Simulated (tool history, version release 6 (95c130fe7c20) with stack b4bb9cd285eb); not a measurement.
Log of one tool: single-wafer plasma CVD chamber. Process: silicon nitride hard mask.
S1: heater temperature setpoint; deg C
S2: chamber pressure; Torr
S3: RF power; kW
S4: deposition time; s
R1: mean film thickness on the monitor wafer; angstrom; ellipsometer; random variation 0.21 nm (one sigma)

| run | hour | S1 | S2 | S3 | S4 | R1 |
|---|---|---|---|---|---|---|
| 1 | 0 | 415 | 1.72 | 0.3 | 47.8 | 558.88 |
| 2 | 4.7 | 415 | 1.85 | 0.3 | 47.8 | 573.14 |
| 3 | 5.9 | 415 | 1.72 | 0.29 | 47.7 | 548.74 |
| 4 | 7.3 | 415 | 1.72 | 0.265 | 47.7 | 527.69 |
| 5 | 8.4 | 415 | 1.72 | 0.265 | 47.8 | 528.11 |
| 6 | 10.2 | 425 | 1.72 | 0.265 | 47.8 | 519.65 |
| 7 | 13.9 | 425 | 1.6 | 0.26 | 47.8 | 509.54 |
| 8 | 22 | 425 | 1.52 | 0.255 | 47.7 | 499.32 |
| 9 | 30.2 | 425 | 1.45 | 0.25 | 47.6 | 484.22 |
| 10 | 31.1 | 425 | 1.39 | 0.25 | 47.6 | 480.04 |

The next listed run, before its measurement:
| 11 | 39 | 425 | 1.06 | 0.24 | 47.5 | ? |

R1: 433.18 angstrom
